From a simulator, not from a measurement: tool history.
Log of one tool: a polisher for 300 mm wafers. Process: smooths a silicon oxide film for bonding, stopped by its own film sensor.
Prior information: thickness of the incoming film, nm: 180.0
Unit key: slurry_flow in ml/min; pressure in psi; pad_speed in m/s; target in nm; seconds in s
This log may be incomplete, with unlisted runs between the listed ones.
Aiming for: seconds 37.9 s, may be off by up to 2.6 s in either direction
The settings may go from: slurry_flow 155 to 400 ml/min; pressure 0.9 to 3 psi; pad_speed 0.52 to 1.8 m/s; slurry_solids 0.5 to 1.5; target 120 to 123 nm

run  hour  slurry_flow  pressure  pad_speed  slurry_solids  target  seconds
  1     0          255       1.9       1.16              1     123   77.251
  2   7.3          255       1.9       1.16              1     123   76.863
  3   9.2          255       1.9       1.42              1     123   64.634
  4    11          255       2.3       1.42              1     123   55.669
  5  14.8          255       2.6       1.42              1     123   50.411
  6  19.5          255       2.7       1.46              1     123   46.885
  7  22.4          255       2.7       1.48              1     123   47.181
  8  24.7          255       2.7        1.5              1     123   46.457
  9  27.5          255       2.7       1.52              1     123    47.36

Of the 5 settings listed for the next run, only one would bring every result within its allowed miss of target. Which one?
  A  30.3          305       2.8       1.72           1.05     123        ?
  B  30.3          235       2.9       1.16           1.45     123        ?
  C  30.3          215       2.5       1.46            0.9     123        ?
  D  30.3          215       2.7       1.66           1.05     122        ?
  E  30.3          295       2.9       1.28            1.3     122        ?

move  seconds
   A   38.682
   B   46.259
   C   54.694
   D   43.559
   E   44.239
A: all results land within tolerance of their targets
B: moves toward the targets from the last run without getting all of them in spec
C: misses by more than the last run did
D: moves toward the targets from the last run without getting all of them in spec
E: moves toward the targets from the last run without getting all of them in spec
Go with A: it meets all targets.

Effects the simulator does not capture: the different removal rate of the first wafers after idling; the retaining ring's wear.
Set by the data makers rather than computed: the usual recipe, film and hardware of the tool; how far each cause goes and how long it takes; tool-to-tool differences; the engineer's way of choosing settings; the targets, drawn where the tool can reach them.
